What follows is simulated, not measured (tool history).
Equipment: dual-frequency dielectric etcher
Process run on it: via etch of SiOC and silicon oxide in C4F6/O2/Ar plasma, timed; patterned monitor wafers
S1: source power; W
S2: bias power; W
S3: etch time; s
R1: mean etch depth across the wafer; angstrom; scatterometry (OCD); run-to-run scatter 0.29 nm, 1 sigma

run,hour,S1,S2,S3,R1
1,0,370,183,83,884.36
2,2.5,330,171,83,845.4
3,10.1,300,154,83,791.2
4,11.5,280,147,83,759.03
5,15.6,280,147,86.5,798.32
6,18.4,280,176,86.5,859.19
7,24.4,270,160,86,820.81
8,31.2,270,160,86,815.46

What does the tool deliver on the next run?
9,39.5,230,123,83.5,?

{"run 9": {"R1": 687.82}}

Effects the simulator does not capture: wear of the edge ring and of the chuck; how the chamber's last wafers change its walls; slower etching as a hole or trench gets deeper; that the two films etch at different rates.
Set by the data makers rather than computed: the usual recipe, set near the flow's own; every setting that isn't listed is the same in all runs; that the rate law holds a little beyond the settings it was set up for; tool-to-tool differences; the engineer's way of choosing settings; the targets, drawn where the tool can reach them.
